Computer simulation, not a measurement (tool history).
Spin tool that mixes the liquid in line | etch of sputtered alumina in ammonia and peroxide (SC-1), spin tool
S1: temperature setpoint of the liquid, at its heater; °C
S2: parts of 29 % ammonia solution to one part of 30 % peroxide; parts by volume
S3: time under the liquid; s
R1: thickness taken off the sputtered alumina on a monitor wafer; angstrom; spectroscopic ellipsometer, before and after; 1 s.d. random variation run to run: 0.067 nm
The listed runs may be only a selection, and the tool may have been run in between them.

{"run": 1, "hour": 0.0, "S1": 63, "S2": 0.9, "S3": 250, "R1": 425.11}
{"run": 2, "hour": 1.8, "S1": 63, "S2": 0.65, "S3": 250, "R1": 410.01}
{"run": 3, "hour": 6.5, "S1": 63, "S2": 0.8, "S3": 250, "R1": 417.9}
{"run": 4, "hour": 15.5, "S1": 58.5, "S2": 0.8, "S3": 250, "R1": 329.85}
{"run": 5, "hour": 20.8, "S1": 56, "S2": 0.8, "S3": 250, "R1": 290.42}
{"run": 6, "hour": 22.6, "S1": 60, "S2": 0.8, "S3": 250, "R1": 358.42}
{"run": 7, "hour": 27.2, "S1": 57, "S2": 0.8, "S3": 250, "R1": 307.35}
{"run": 8, "hour": 32.5, "S1": 55, "S2": 0.8, "S3": 250, "R1": 276.57}

What will run 9 give?
{"run": 9, "hour": 40.4, "S1": 49.5, "S2": 0.8, "S3": 250, "R1": "?"}

R1: 205.18 angstrom
